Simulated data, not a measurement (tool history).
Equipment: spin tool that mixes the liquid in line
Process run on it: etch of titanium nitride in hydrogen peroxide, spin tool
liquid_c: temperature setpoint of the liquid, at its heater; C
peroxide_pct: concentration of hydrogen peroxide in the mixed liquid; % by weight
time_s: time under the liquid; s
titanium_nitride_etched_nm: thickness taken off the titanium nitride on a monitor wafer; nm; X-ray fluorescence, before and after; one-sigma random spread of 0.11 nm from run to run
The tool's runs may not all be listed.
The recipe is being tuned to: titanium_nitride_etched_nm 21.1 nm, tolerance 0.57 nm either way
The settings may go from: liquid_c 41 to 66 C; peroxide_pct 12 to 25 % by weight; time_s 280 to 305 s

Run 1, hour 0: liquid_c 57 C, peroxide_pct 17 % by weight, time_s 280 s. Result: titanium_nitride_etched_nm 12.489 nm.
Run 2, hour 2.5: liquid_c 54 C, peroxide_pct 17 % by weight, time_s 280 s. Result: titanium_nitride_etched_nm 10.073 nm.
Run 3, hour 5.7: liquid_c 55.5 C, peroxide_pct 17 % by weight, time_s 280 s. Result: titanium_nitride_etched_nm 11.106 nm.
Run 4, hour 6.8: liquid_c 55.5 C, peroxide_pct 17 % by weight, time_s 305 s. Result: titanium_nitride_etched_nm 12.223 nm.
Run 5, hour 11: liquid_c 55.5 C, peroxide_pct 17 % by weight, time_s 305 s. Result: titanium_nitride_etched_nm 12.153 nm.
Run 6, hour 18.7: liquid_c 61 C, peroxide_pct 17 % by weight, time_s 305 s. Result: titanium_nitride_etched_nm 17.791 nm.
Run 7, hour 21.4: liquid_c 61.5 C, peroxide_pct 17 % by weight, time_s 305 s. Result: titanium_nitride_etched_nm 18.476 nm.
Run 8, hour 22.4: liquid_c 62.5 C, peroxide_pct 17 % by weight, time_s 305 s. Result: titanium_nitride_etched_nm 19.492 nm.
Run 9, hour 24.2: liquid_c 63 C, peroxide_pct 17 % by weight, time_s 305 s. Result: titanium_nitride_etched_nm 20.393 nm.

5 next moves are on the table. One of them brings every result within its allowed miss. Which?
Run A, hour 26: liquid_c 64 C, peroxide_pct 15 % by weight, time_s 305 s. Result: titanium_nitride_etched_nm ?.
Run B, hour 26: liquid_c 62 C, peroxide_pct 18.5 % by weight, time_s 305 s. Result: titanium_nitride_etched_nm ?.
Run C, hour 26: liquid_c 63 C, peroxide_pct 18.5 % by weight, time_s 295 s. Result: titanium_nitride_etched_nm ?.
Run D, hour 26: liquid_c 63 C, peroxide_pct 17.5 % by weight, time_s 295 s. Result: titanium_nitride_etched_nm ?.
Run E, hour 26: liquid_c 63.5 C, peroxide_pct 16.5 % by weight, time_s 285 s. Result: titanium_nitride_etched_nm ?.

move  titanium_nitride_etched_nm
   A                      20.969
   B                      19.182
   C                      19.837
   D                      19.604
   E                      19.339
A: in spec on every target
B: lands further from the targets than the last run did
C: lands further from the targets than the last run did
D: lands further from the targets than the last run did
E: lands further from the targets than the last run did
The right move is A.
